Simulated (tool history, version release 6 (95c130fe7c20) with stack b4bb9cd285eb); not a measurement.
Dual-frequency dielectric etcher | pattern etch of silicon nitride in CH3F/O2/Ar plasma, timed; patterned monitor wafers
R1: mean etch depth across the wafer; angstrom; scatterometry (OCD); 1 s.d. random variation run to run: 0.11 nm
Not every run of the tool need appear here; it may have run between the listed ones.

run 1 hour=0 | source_power_(W)=370 bias_power_(W)=58 etch_time_(s)=46 | R1=300.63
run 2 hour=3.5 | source_power_(W)=360 bias_power_(W)=58 etch_time_(s)=46 | R1=297.18
run 3 hour=7.3 | source_power_(W)=360 bias_power_(W)=50 etch_time_(s)=46 | R1=283.86
run 4 hour=13.4 | source_power_(W)=390 bias_power_(W)=50 etch_time_(s)=46 | R1=293.23
run 5 hour=14.5 | source_power_(W)=430 bias_power_(W)=50 etch_time_(s)=46 | R1=304.61
run 6 hour=16.6 | source_power_(W)=430 bias_power_(W)=50 etch_time_(s)=46 | R1=303.56
run 7 hour=24.5 | source_power_(W)=420 bias_power_(W)=50 etch_time_(s)=46 | R1=298.94
run 8 hour=27.2 | source_power_(W)=410 bias_power_(W)=50 etch_time_(s)=46 | R1=298.84
run 9 hour=29.5 | source_power_(W)=400 bias_power_(W)=50 etch_time_(s)=46 | R1=293.58

Run 10 comes next. What will it give?
run 10 hour=36.5 | source_power_(W)=370 bias_power_(W)=49 etch_time_(s)=46 | R1=?

{"run 10": {"R1": 285.69}}
